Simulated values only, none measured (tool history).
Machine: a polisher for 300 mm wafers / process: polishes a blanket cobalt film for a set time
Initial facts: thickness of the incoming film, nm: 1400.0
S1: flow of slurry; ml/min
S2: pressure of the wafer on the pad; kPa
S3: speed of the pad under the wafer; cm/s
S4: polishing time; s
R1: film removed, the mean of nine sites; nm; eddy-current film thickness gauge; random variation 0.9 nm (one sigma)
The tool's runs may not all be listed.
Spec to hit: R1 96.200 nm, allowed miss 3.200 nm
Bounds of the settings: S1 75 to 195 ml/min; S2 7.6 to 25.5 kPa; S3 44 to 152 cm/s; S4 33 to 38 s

run	hour	S1	S2	S3	S4	R1
1	0.0	125	16.5	98	38	222.310
2	1.4	115	16.5	98	38	220.550
3	5.9	115	16.5	98	38	219.870
4	10.6	115	19.3	98	38	258.650
5	15.9	145	19.3	98	38	270.120
6	22.5	175	19.3	98	38	277.750
7	30.6	175	17.9	94	38	246.910
8	34.4	140	13.8	66	37	136.910
9	38.8	140	13.1	66	37	126.640
10	42.2	110	9.7	66	37	90.315

Of the 5 settings listed for the next run, only one would bring every result within its allowed miss of target. Which one?
A	45.6	85	10.3	62	36	?
B	45.6	100	11.0	62	37	?
C	45.6	110	9.0	64	37	?
D	45.6	110	9.7	62	35	?
E	45.6	80	12.4	50	37	?

move	R1
A	83.006
B	95.508
C	82.496
D	81.649
E	84.294
A: its largest miss is bigger than the last run's
B: in spec on every target
C: its largest miss is bigger than the last run's
D: its largest miss is bigger than the last run's
E: its largest miss is bigger than the last run's
The right move is B.
